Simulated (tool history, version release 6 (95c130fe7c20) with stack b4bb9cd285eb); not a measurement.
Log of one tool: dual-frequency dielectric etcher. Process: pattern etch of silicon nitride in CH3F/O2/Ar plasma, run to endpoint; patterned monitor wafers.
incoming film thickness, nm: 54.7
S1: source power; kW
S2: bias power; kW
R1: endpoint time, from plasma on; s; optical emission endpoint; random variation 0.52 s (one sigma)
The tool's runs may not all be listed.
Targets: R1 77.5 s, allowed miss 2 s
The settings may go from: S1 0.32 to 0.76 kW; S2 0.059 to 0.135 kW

run 1 day=0 | S1=0.54 S2=0.097 | R1=63.993
run 2 day=0.071 | S1=0.51 S2=0.094 | R1=67.704
run 3 day=0.15 | S1=0.51 S2=0.111 | R1=62.768
run 4 day=0.242 | S1=0.51 S2=0.098 | R1=65.695
run 5 day=0.588 | S1=0.51 S2=0.114 | R1=61.236
run 6 day=0.817 | S1=0.51 S2=0.097 | R1=65.506
-- day=0.912 wet clean of the chamber
run 7 day=0.912 | S1=0.48 S2=0.095 | R1=71.61
run 8 day=1.054 | S1=0.47 S2=0.095 | R1=72.546
run 9 day=1.35 | S1=0.46 S2=0.095 | R1=73.413
run 10 day=1.667 | S1=0.46 S2=0.095 | R1=74.263

4 next moves are on the table. One of them brings every result within its allowed miss. Which?
run A day=1.983 | S1=0.51 S2=0.085 | R1=?
run B day=1.983 | S1=0.41 S2=0.103 | R1=?
run C day=1.983 | S1=0.43 S2=0.111 | R1=?
run D day=1.983 | S1=0.47 S2=0.097 | R1=?

move=A R1=73.039
move=B R1=78.604
move=C R1=73.777
move=D R1=73.216
A: further off than the last run
B: meets every target
C: further off than the last run
D: further off than the last run
Answer: B

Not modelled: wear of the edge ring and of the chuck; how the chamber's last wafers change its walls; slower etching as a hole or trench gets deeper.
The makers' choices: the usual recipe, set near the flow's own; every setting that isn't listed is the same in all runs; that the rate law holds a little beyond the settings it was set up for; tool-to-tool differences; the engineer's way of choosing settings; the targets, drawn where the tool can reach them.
